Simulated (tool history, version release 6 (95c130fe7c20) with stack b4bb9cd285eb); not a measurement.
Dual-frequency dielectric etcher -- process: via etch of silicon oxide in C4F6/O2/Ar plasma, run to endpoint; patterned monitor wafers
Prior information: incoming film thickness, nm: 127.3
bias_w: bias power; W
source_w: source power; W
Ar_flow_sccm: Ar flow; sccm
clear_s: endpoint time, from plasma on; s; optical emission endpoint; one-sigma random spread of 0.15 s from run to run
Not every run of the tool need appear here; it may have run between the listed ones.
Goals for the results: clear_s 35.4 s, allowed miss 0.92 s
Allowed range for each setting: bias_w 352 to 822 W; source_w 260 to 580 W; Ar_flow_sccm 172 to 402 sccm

Run 1, hour 0: bias_w 587 W, source_w 420 W, Ar_flow_sccm 287 sccm. Result: clear_s 27.279 s.
Run 2, hour 1.2: bias_w 555 W, source_w 400 W, Ar_flow_sccm 291 sccm. Result: clear_s 28.221 s.
Run 3, hour 9.1: bias_w 555 W, source_w 340 W, Ar_flow_sccm 291 sccm. Result: clear_s 29.28 s.
Run 4, hour 15.7: bias_w 525 W, source_w 330 W, Ar_flow_sccm 295 sccm. Result: clear_s 30.219 s.
Run 5, hour 23.3: bias_w 588 W, source_w 330 W, Ar_flow_sccm 295 sccm. Result: clear_s 29.007 s.
Run 6, hour 27.7: bias_w 555 W, source_w 320 W, Ar_flow_sccm 300 sccm. Result: clear_s 29.862 s.
Run 7, hour 29.8: bias_w 527 W, source_w 310 W, Ar_flow_sccm 304 sccm. Result: clear_s 30.869 s.
Run 8, hour 36.7: bias_w 506 W, source_w 300 W, Ar_flow_sccm 306 sccm. Result: clear_s 31.351 s.

4 candidate next runs follow, results not yet known. Just one meets every target within its allowed miss. Identify it.
Run A, hour 43.6: bias_w 465 W, source_w 260 W, Ar_flow_sccm 271 sccm. Result: clear_s ?.
Run B, hour 43.6: bias_w 411 W, source_w 260 W, Ar_flow_sccm 352 sccm. Result: clear_s ?.
Run C, hour 43.6: bias_w 522 W, source_w 390 W, Ar_flow_sccm 294 sccm. Result: clear_s ?.
Run D, hour 43.6: bias_w 503 W, source_w 270 W, Ar_flow_sccm 342 sccm. Result: clear_s ?.

move  clear_s
   A   32.829
   B   35.595
   C   28.947
   D   32.661
A: gains on the last run, yet a result remains outside its allowed miss
B: each result inside its tolerance
C: lands further from the targets than the last run did
D: gains on the last run, yet a result remains outside its allowed miss
So the answer is move B, the one that meets all the targets.
